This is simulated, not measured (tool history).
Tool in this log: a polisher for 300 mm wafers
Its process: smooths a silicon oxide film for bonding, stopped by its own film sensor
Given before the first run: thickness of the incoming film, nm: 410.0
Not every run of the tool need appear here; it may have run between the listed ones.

run	hour	flow of slurry (ml/min)	pressure of the wafer on the pad (kPa)	speed of the pad under the wafer (cm/s)	abrasive content of the slurry	target thickness at which the film sensor stops the polish (nm)	time until the film sensor stopped the polish (s)
1	0.0	205	13.8	70	1.0	334	166.34
2	4.8	205	12.4	70	1.0	334	183.34
3	9.6	250	12.4	70	1.0	334	177.97
4	11.8	285	12.4	70	1.0	334	178.46
5	18.1	285	11.7	70	1.0	334	189.03
6	25.9	285	11.0	70	1.0	334	200.10
7	29.5	285	10.3	70	1.0	334	209.79
8	32.1	285	9.7	70	1.0	334	223.06

Predict the results of run 9:
9	34.5	285	9.0	70	1.0	334	?

time until the film sensor stopped the polish (s): 242.36
